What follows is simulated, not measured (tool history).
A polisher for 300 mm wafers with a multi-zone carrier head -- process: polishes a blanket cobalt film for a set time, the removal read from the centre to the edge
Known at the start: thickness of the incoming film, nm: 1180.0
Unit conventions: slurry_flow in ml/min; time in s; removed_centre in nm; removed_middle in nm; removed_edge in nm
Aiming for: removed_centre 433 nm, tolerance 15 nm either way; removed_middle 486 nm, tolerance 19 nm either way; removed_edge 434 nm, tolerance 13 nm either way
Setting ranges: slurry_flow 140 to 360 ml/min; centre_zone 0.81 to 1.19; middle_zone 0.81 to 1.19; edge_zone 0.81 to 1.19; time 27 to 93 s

Run 1, day 0: slurry_flow 230 ml/min, centre_zone 1, middle_zone 1, edge_zone 1, time 59 s. Result: removed_centre 332.68 nm, removed_middle 334.85 nm, removed_edge 336.71 nm.
Run 2, day 0.067: slurry_flow 230 ml/min, centre_zone 1, middle_zone 1, edge_zone 0.97, time 59 s. Result: removed_centre 338 nm, removed_middle 335.02 nm, removed_edge 331.28 nm.
Run 3, day 0.35: slurry_flow 240 ml/min, centre_zone 1.01, middle_zone 1.04, edge_zone 1, time 61 s. Result: removed_centre 346.05 nm, removed_middle 362.73 nm, removed_edge 350.04 nm.
Run 4, day 0.429: slurry_flow 240 ml/min, centre_zone 1.01, middle_zone 0.96, edge_zone 1, time 61 s. Result: removed_centre 350.47 nm, removed_middle 344.96 nm, removed_edge 357.99 nm.
Run 5, day 0.621: slurry_flow 255 ml/min, centre_zone 1.03, middle_zone 1, edge_zone 1.02, time 62 s. Result: removed_centre 367.39 nm, removed_middle 354.25 nm, removed_edge 358.66 nm.
Run 6, day 0.858: slurry_flow 280 ml/min, centre_zone 1.03, middle_zone 1, edge_zone 1.02, time 62 s. Result: removed_centre 363.29 nm, removed_middle 370.06 nm, removed_edge 363.83 nm.
Run 7, day 1.229: slurry_flow 290 ml/min, centre_zone 1.04, middle_zone 1.02, edge_zone 1.03, time 64 s. Result: removed_centre 389.57 nm, removed_middle 379.56 nm, removed_edge 376.65 nm.
Run 8, day 1.317: slurry_flow 290 ml/min, centre_zone 1.04, middle_zone 1.02, edge_zone 1.03, time 64 s. Result: removed_centre 387.42 nm, removed_middle 381.96 nm, removed_edge 380.71 nm.
Run 9, day 1.529: slurry_flow 300 ml/min, centre_zone 1.03, middle_zone 1.05, edge_zone 1.03, time 66 s. Result: removed_centre 402.51 nm, removed_middle 404.9 nm, removed_edge 395.31 nm.
Run 10, day 1.775: slurry_flow 305 ml/min, centre_zone 1.02, middle_zone 1.08, edge_zone 1.03, time 67 s. Result: removed_centre 407.14 nm, removed_middle 418.36 nm, removed_edge 401.12 nm.
Run 11, day 2.071: slurry_flow 310 ml/min, centre_zone 1.01, middle_zone 1.1, edge_zone 1.03, time 68 s. Result: removed_centre 405.76 nm, removed_middle 434.87 nm, removed_edge 410.47 nm.
Run 12, day 2.108: slurry_flow 315 ml/min, centre_zone 1.01, middle_zone 1.12, edge_zone 1.03, time 69 s. Result: removed_centre 416.17 nm, removed_middle 457.37 nm, removed_edge 417.43 nm.
Run 13, day 2.375: slurry_flow 315 ml/min, centre_zone 1.01, middle_zone 1.13, edge_zone 1.04, time 69 s. Result: removed_centre 418.88 nm, removed_middle 451.94 nm, removed_edge 412.63 nm.
Run 14, day 2.454: slurry_flow 320 ml/min, centre_zone 1.01, middle_zone 1.14, edge_zone 1.04, time 70 s. Result: removed_centre 418.76 nm, removed_middle 461.53 nm, removed_edge 418.23 nm.
Run 15, day 2.692: slurry_flow 320 ml/min, centre_zone 1.01, middle_zone 1.14, edge_zone 1.04, time 70 s. Result: removed_centre 415.35 nm, removed_middle 461.14 nm, removed_edge 423.27 nm.

Consider the 5 candidate settings below. Which is the only one whose results all fall within their allowed miss of target?
Run A, day 2.929: slurry_flow 325 ml/min, centre_zone 0.88, middle_zone 1.14, edge_zone 1.01, time 73 s. Result: removed_centre ?, removed_middle ?, removed_edge ?.
Run B, day 2.929: slurry_flow 335 ml/min, centre_zone 0.93, middle_zone 1.07, edge_zone 0.99, time 77 s. Result: removed_centre ?, removed_middle ?, removed_edge ?.
Run C, day 2.929: slurry_flow 320 ml/min, centre_zone 1.05, middle_zone 1.18, edge_zone 0.99, time 70 s. Result: removed_centre ?, removed_middle ?, removed_edge ?.
Run D, day 2.929: slurry_flow 345 ml/min, centre_zone 0.9, middle_zone 1.02, edge_zone 1.11, time 74 s. Result: removed_centre ?, removed_middle ?, removed_edge ?.
Run E, day 2.929: slurry_flow 325 ml/min, centre_zone 1.05, middle_zone 1.19, edge_zone 1.11, time 70 s. Result: removed_centre ?, removed_middle ?, removed_edge ?.

move  removed_centre  removed_middle  removed_edge
   A          395.92           480.7         433.5
   B          438.63          481.46        454.24
   C          440.62          473.84        411.01
   D          411.05          445.39        463.17
   E          441.35          477.91        435.35
A: brings the result that was furthest off to its target, and leaves another outside
B: brings the result that was furthest off to its target, and leaves another outside
C: brings the result that was furthest off to its target, and leaves another outside
D: moves away from the targets compared with the last run
E: every result lands within tolerance
Correct choice: E, which meets every target
